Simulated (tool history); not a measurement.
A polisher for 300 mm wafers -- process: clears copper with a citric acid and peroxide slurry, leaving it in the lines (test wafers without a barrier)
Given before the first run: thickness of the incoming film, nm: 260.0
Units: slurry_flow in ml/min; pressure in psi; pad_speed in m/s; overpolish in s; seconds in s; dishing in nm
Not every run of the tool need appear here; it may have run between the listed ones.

{"run": 1, "hour": 0.0, "slurry_flow": 235, "pressure": 2.1, "pad_speed": 1.1, "slurry_solids": 1.0, "overpolish": 19, "seconds": 137.61, "dishing": 14.608}
{"run": 2, "hour": 7.8, "slurry_flow": 210, "pressure": 2.1, "pad_speed": 1.1, "slurry_solids": 1.0, "overpolish": 19, "seconds": 138.15, "dishing": 13.888}
{"run": 3, "hour": 12.2, "slurry_flow": 210, "pressure": 2.1, "pad_speed": 1.1, "slurry_solids": 1.1, "overpolish": 19, "seconds": 138.83, "dishing": 14.571}
{"run": 4, "hour": 14.0, "slurry_flow": 210, "pressure": 1.8, "pad_speed": 1.08, "slurry_solids": 1.1, "overpolish": 21, "seconds": 154.67, "dishing": 14.486}
{"run": 5, "hour": 17.8, "slurry_flow": 210, "pressure": 1.8, "pad_speed": 1.08, "slurry_solids": 0.9, "overpolish": 21, "seconds": 164.51, "dishing": 13.203}
{"run": 6, "hour": 20.7, "slurry_flow": 210, "pressure": 1.8, "pad_speed": 1.3, "slurry_solids": 0.9, "overpolish": 21, "seconds": 139.06, "dishing": 14.838}
{"run": 7, "hour": 21.7, "slurry_flow": 210, "pressure": 1.5, "pad_speed": 1.2, "slurry_solids": 0.9, "overpolish": 24, "seconds": 170.11, "dishing": 13.968}

Predict the results of run 8:
{"run": 8, "hour": 24.3, "slurry_flow": 210, "pressure": 1.3, "pad_speed": 1.14, "slurry_solids": 0.9, "overpolish": 26, "seconds": "?", "dishing": "?"}

{"run 8": {"seconds": 198.03, "dishing": 14.102}}
